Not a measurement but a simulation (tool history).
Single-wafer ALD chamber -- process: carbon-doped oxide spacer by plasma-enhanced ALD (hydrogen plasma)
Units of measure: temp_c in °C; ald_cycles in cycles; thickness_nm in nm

Run 1, hour 0.0: temp_c 425 °C, ald_cycles 321 cycles. Result: thickness_nm 14.233 nm.
Run 2, hour 2.8: temp_c 425 °C, ald_cycles 340 cycles. Result: thickness_nm 15.225 nm.
Run 3, hour 6.7: temp_c 421 °C, ald_cycles 342 cycles. Result: thickness_nm 15.360 nm.
Run 4, hour 10.6: temp_c 420 °C, ald_cycles 346 cycles. Result: thickness_nm 15.644 nm.
Run 5, hour 14.8: temp_c 418 °C, ald_cycles 348 cycles. Result: thickness_nm 15.826 nm.
Run 6, hour 17.0: temp_c 416 °C, ald_cycles 350 cycles. Result: thickness_nm 15.940 nm.
At hour 19.8: thermocouple changed; heater temperature recalibrated.
Run 7, hour 19.8: temp_c 415 °C, ald_cycles 352 cycles. Result: thickness_nm 15.904 nm.
Run 8, hour 22.2: temp_c 415 °C, ald_cycles 352 cycles. Result: thickness_nm 15.950 nm.

Run 9 comes next. What will it give?
Run 9, hour 30.1: temp_c 415 °C, ald_cycles 354 cycles. Result: thickness_nm ?.

For run 9 the tool returned thickness_nm 16.145 nm.

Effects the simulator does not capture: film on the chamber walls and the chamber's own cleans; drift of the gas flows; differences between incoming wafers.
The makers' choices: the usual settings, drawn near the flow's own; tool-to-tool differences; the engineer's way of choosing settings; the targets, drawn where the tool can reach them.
